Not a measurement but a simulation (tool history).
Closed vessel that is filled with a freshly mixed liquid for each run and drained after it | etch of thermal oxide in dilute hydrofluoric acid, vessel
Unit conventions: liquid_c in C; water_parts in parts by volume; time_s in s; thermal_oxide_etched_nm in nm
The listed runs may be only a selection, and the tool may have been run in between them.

| run | hour | liquid_c | water_parts | time_s | thermal_oxide_etched_nm |
|---|---|---|---|---|---|
| 1 | 0.0 | 24.0 | 265 | 825 | 11.5810 |
| 2 | 3.5 | 24.0 | 190 | 825 | 17.6720 |
| 3 | 11.4 | 24.0 | 265 | 825 | 11.7100 |
| 4 | 16.9 | 22.5 | 265 | 825 | 10.9830 |
| 5 | 20.6 | 21.5 | 265 | 825 | 10.6800 |
| 6 | 23.9 | 21.5 | 265 | 640 | 8.2649 |
| 7 | 30.3 | 22.5 | 265 | 640 | 8.7120 |

Predict the results of run 8:
| 8 | 37.0 | 23.0 | 265 | 640 | ? |

Run 8 measured thermal_oxide_etched_nm 8.8106 nm.

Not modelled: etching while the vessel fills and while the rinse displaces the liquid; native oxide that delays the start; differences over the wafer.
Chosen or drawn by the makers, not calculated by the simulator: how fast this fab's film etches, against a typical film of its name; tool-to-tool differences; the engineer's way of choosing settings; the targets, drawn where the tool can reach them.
